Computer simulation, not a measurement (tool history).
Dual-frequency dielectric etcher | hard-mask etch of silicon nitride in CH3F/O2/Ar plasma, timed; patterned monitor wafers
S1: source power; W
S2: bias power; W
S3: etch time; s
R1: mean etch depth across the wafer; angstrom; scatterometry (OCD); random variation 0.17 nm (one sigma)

run	hour	S1	S2	S3	R1
1	0.0	390	99	113	820.43
2	7.7	350	89	111	734.62
3	14.9	290	89	111	691.59
4	16.6	290	106	111	756.07
5	22.8	270	98	110	706.63
6	29.3	270	98	104	667.30
7	30.5	270	98	104	667.83

Run 8 comes next. What will it give?
8	33.8	260	96	104	?

{"run 8": {"R1": 653.0}}
